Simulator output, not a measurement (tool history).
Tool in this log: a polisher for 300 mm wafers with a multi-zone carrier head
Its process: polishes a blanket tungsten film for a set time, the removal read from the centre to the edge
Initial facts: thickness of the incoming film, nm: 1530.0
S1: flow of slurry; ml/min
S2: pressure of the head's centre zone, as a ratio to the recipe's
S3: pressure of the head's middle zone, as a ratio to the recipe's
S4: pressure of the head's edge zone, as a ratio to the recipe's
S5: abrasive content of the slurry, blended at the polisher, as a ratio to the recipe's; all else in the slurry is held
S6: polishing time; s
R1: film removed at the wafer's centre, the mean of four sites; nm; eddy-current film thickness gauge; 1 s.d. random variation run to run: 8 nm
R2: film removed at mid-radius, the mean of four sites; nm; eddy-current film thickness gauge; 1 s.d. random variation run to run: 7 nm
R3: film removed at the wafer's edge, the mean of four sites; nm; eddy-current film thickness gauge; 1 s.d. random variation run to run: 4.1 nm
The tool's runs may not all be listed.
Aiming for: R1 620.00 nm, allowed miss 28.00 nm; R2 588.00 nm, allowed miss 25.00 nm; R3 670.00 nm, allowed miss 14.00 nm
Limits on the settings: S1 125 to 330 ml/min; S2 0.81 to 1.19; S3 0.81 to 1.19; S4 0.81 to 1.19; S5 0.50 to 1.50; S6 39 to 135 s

run 1 hour=0.0 | S1=210 S2=1.00 S3=1.00 S4=1.00 S5=1.00 S6=87 | R1=575.55 R2=567.26 R3=573.33
run 2 hour=6.4 | S1=225 S2=1.00 S3=0.99 S4=1.06 S5=1.05 S6=87 | R1=565.67 R2=564.57 R3=599.26
run 3 hour=10.6 | S1=225 S2=1.00 S3=0.99 S4=0.98 S5=1.05 S6=87 | R1=592.12 R2=555.71 R3=582.29
run 4 hour=11.2 | S1=225 S2=1.00 S3=0.99 S4=0.98 S5=0.95 S6=87 | R1=561.54 R2=540.61 R3=572.73
run 5 hour=12.4 | S1=245 S2=1.01 S3=0.99 S4=1.02 S5=1.00 S6=88 | R1=597.89 R2=572.98 R3=594.50
run 6 hour=14.4 | S1=245 S2=1.01 S3=0.99 S4=0.98 S5=1.00 S6=88 | R1=590.73 R2=562.03 R3=580.47
run 7 hour=18.4 | S1=245 S2=1.01 S3=0.97 S4=1.03 S5=1.10 S6=88 | R1=600.97 R2=576.90 R3=603.64
run 8 hour=20.8 | S1=245 S2=1.01 S3=0.94 S4=1.07 S5=1.15 S6=89 | R1=613.29 R2=572.71 R3=635.01
run 9 hour=22.1 | S1=250 S2=1.01 S3=0.94 S4=1.09 S5=1.15 S6=89 | R1=621.61 R2=571.72 R3=635.04
run 10 hour=24.2 | S1=250 S2=1.00 S3=0.94 S4=1.11 S5=1.15 S6=89 | R1=619.32 R2=574.24 R3=641.10
run 11 hour=31.3 | S1=250 S2=0.99 S3=0.94 S4=1.13 S5=1.15 S6=89 | R1=611.75 R2=581.84 R3=634.34
run 12 hour=35.8 | S1=250 S2=0.99 S3=0.94 S4=1.13 S5=1.15 S6=89 | R1=610.26 R2=584.61 R3=634.14
run 13 hour=36.9 | S1=240 S2=0.99 S3=0.93 S4=1.14 S5=1.20 S6=89 | R1=619.18 R2=576.49 R3=650.43

Consider the 5 candidate settings below. Which is the only one whose results all fall within their allowed miss of target?
run A hour=38.0 | S1=250 S2=0.97 S3=0.91 S4=1.15 S5=0.80 S6=101 | R1=? R2=? R3=?
run B hour=38.0 | S1=330 S2=1.03 S3=1.03 S4=1.10 S5=1.40 S6=83 | R1=? R2=? R3=?
run C hour=38.0 | S1=225 S2=1.06 S3=1.00 S4=1.11 S5=1.35 S6=83 | R1=? R2=? R3=?
run D hour=38.0 | S1=285 S2=1.02 S3=1.06 S4=1.17 S5=1.20 S6=86 | R1=? R2=? R3=?
run E hour=38.0 | S1=325 S2=0.98 S3=0.93 S4=1.10 S5=1.05 S6=88 | R1=? R2=? R3=?

move=A R1=631.54 R2=589.19 R3=673.97
move=B R1=642.65 R2=626.12 R3=638.43
move=C R1=621.26 R2=581.72 R3=614.79
move=D R1=626.56 R2=629.45 R3=642.25
move=E R1=610.18 R2=572.27 R3=630.91
A: every result lands within tolerance
B: the biggest miss grows against the last run
C: the biggest miss grows against the last run
D: the biggest miss grows against the last run
E: the biggest miss grows against the last run
A is the move that brings every result within its allowed miss.

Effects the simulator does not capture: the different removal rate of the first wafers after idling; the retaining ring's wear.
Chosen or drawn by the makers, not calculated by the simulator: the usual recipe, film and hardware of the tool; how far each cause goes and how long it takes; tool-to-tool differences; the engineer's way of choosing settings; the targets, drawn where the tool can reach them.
